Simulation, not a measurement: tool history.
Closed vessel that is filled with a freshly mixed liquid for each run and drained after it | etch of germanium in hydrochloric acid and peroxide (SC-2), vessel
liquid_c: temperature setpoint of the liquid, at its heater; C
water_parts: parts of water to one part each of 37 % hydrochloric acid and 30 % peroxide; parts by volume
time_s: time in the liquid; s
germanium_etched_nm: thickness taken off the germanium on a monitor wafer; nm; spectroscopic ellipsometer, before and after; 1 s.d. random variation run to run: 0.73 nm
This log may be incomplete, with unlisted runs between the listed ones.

run 1 day=0 | liquid_c=63 water_parts=8 time_s=85 | germanium_etched_nm=313.41
run 2 day=0.312 | liquid_c=59 water_parts=8 time_s=85 | germanium_etched_nm=280.21
run 3 day=0.654 | liquid_c=56 water_parts=8 time_s=85 | germanium_etched_nm=255.01
run 4 day=1.025 | liquid_c=54 water_parts=8 time_s=85 | germanium_etched_nm=239.68
run 5 day=1.346 | liquid_c=53 water_parts=8 time_s=85 | germanium_etched_nm=232.24
run 6 day=1.379 | liquid_c=53 water_parts=10 time_s=85 | germanium_etched_nm=229.19

Forecast run 7:
run 7 day=1.596 | liquid_c=52.5 water_parts=10 time_s=85 | germanium_etched_nm=?

{"run 7": {"germanium_etched_nm": 224.12}}
